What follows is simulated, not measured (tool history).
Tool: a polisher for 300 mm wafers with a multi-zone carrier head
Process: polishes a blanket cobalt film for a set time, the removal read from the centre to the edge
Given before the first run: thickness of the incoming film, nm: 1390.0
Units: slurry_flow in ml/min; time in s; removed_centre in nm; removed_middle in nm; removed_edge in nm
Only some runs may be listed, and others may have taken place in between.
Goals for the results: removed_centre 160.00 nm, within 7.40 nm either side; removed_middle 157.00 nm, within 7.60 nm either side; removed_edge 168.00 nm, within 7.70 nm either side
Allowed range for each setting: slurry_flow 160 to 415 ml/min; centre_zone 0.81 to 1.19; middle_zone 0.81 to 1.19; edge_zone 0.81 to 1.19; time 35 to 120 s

run 1 hour=0.0 | slurry_flow=265 centre_zone=1.00 middle_zone=1.00 edge_zone=1.00 time=77 | removed_centre=320.10 removed_middle=329.68 removed_edge=322.02
run 2 hour=1.6 | slurry_flow=265 centre_zone=1.00 middle_zone=1.00 edge_zone=1.00 time=96 | removed_centre=403.45 removed_middle=409.01 removed_edge=404.28
run 3 hour=6.6 | slurry_flow=265 centre_zone=1.00 middle_zone=1.00 edge_zone=1.00 time=109 | removed_centre=459.54 removed_middle=475.90 removed_edge=441.66
run 4 hour=9.7 | slurry_flow=225 centre_zone=1.00 middle_zone=1.00 edge_zone=1.00 time=109 | removed_centre=447.81 removed_middle=455.74 removed_edge=447.04
run 5 hour=10.6 | slurry_flow=225 centre_zone=1.00 middle_zone=1.00 edge_zone=1.00 time=119 | removed_centre=491.87 removed_middle=494.51 removed_edge=477.97
run 6 hour=12.8 | slurry_flow=205 centre_zone=0.95 middle_zone=0.94 edge_zone=0.94 time=95 | removed_centre=358.06 removed_middle=374.42 removed_edge=377.96
run 7 hour=17.3 | slurry_flow=160 centre_zone=0.90 middle_zone=0.84 edge_zone=0.84 time=73 | removed_centre=245.80 removed_middle=250.09 removed_edge=265.67
run 8 hour=20.8 | slurry_flow=160 centre_zone=0.91 middle_zone=0.84 edge_zone=0.83 time=63 | removed_centre=216.42 removed_middle=214.04 removed_edge=228.45
run 9 hour=29.0 | slurry_flow=160 centre_zone=0.91 middle_zone=0.84 edge_zone=0.83 time=57 | removed_centre=201.03 removed_middle=198.38 removed_edge=199.42
run 10 hour=30.3 | slurry_flow=160 centre_zone=0.90 middle_zone=0.83 edge_zone=0.88 time=53 | removed_centre=179.11 removed_middle=180.37 removed_edge=197.83
run 11 hour=32.5 | slurry_flow=160 centre_zone=0.90 middle_zone=0.83 edge_zone=0.87 time=50 | removed_centre=169.66 removed_middle=165.25 removed_edge=187.93
run 12 hour=39.4 | slurry_flow=160 centre_zone=0.90 middle_zone=0.84 edge_zone=0.86 time=48 | removed_centre=167.56 removed_middle=163.96 removed_edge=174.45

Of the 4 settings listed for the next run, only one would bring every result within its allowed miss of target. Which one?
run A hour=46.3 | slurry_flow=245 centre_zone=0.91 middle_zone=0.82 edge_zone=0.83 time=47 | removed_centre=? removed_middle=? removed_edge=?
run B hour=46.3 | slurry_flow=165 centre_zone=0.98 middle_zone=0.81 edge_zone=0.83 time=46 | removed_centre=? removed_middle=? removed_edge=?
run C hour=46.3 | slurry_flow=200 centre_zone=0.90 middle_zone=0.81 edge_zone=0.89 time=47 | removed_centre=? removed_middle=? removed_edge=?
run D hour=46.3 | slurry_flow=160 centre_zone=0.90 middle_zone=0.85 edge_zone=0.85 time=46 | removed_centre=? removed_middle=? removed_edge=?

move=A removed_centre=175.35 removed_middle=164.91 removed_edge=181.45
move=B removed_centre=171.47 removed_middle=149.35 removed_edge=169.00
move=C removed_centre=167.59 removed_middle=158.38 removed_edge=182.55
move=D removed_centre=156.20 removed_middle=154.37 removed_edge=169.72
A: further off than the last run
B: further off than the last run
C: further off than the last run
D: in spec on every target
D is the move that brings every result within its allowed miss.
